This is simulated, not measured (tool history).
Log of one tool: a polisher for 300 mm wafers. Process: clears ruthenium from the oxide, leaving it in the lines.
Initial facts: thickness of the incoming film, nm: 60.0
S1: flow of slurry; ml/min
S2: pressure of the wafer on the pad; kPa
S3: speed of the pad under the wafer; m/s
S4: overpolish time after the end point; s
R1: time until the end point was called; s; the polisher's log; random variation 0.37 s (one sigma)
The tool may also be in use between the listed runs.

Run 1, day 0: S1 150 ml/min, S2 13.1 kPa, S3 0.78 m/s, S4 5 s. Result: R1 70.805 s.
Run 2, day 0.246: S1 150 ml/min, S2 13.1 kPa, S3 0.78 m/s, S4 5 s. Result: R1 71.581 s.
Run 3, day 0.579: S1 150 ml/min, S2 11 kPa, S3 0.78 m/s, S4 5 s. Result: R1 80.034 s.
Run 4, day 0.879: S1 150 ml/min, S2 11 kPa, S3 0.78 m/s, S4 5 s. Result: R1 80.775 s.
Run 5, day 1.246: S1 150 ml/min, S2 11 kPa, S3 0.96 m/s, S4 5 s. Result: R1 64.922 s.
Run 6, day 1.517: S1 150 ml/min, S2 11 kPa, S3 0.96 m/s, S4 5 s. Result: R1 64.666 s.
Run 7, day 1.8: S1 150 ml/min, S2 11 kPa, S3 0.96 m/s, S4 5 s. Result: R1 65.105 s.
Run 8, day 1.921: S1 175 ml/min, S2 15.2 kPa, S3 0.98 m/s, S4 5 s. Result: R1 49.45 s.

For run 9, what comes out?
Run 9, day 2.183: S1 175 ml/min, S2 16.5 kPa, S3 0.98 m/s, S4 5 s. Result: R1 ?.

R1: 46.755 s
